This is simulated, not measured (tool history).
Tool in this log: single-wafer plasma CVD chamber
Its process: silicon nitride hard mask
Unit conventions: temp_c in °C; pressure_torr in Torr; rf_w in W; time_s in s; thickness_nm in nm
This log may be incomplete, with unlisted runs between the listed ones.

Run 1, hour 0.0: temp_c 420 °C, pressure_torr 1.43 Torr, rf_w 260 W, time_s 39.6 s. Result: thickness_nm 38.335 nm.
Run 2, hour 7.2: temp_c 420 °C, pressure_torr 1.40 Torr, rf_w 260 W, time_s 39.6 s. Result: thickness_nm 38.110 nm.
Run 3, hour 8.4: temp_c 420 °C, pressure_torr 1.49 Torr, rf_w 260 W, time_s 39.6 s. Result: thickness_nm 38.638 nm.
Run 4, hour 12.4: temp_c 420 °C, pressure_torr 1.45 Torr, rf_w 260 W, time_s 39.6 s. Result: thickness_nm 38.325 nm.
Run 5, hour 15.6: temp_c 420 °C, pressure_torr 1.45 Torr, rf_w 260 W, time_s 39.6 s. Result: thickness_nm 38.355 nm.
Run 6, hour 19.2: temp_c 420 °C, pressure_torr 1.42 Torr, rf_w 260 W, time_s 39.6 s. Result: thickness_nm 38.298 nm.
Run 7, hour 24.1: temp_c 420 °C, pressure_torr 1.39 Torr, rf_w 260 W, time_s 39.6 s. Result: thickness_nm 37.913 nm.
Run 8, hour 30.1: temp_c 420 °C, pressure_torr 1.37 Torr, rf_w 260 W, time_s 39.6 s. Result: thickness_nm 37.839 nm.

For run 9, what comes out?
Run 9, hour 36.0: temp_c 420 °C, pressure_torr 1.34 Torr, rf_w 260 W, time_s 39.6 s. Result: thickness_nm ?.

{"run 9": {"thickness_nm": 37.448}}

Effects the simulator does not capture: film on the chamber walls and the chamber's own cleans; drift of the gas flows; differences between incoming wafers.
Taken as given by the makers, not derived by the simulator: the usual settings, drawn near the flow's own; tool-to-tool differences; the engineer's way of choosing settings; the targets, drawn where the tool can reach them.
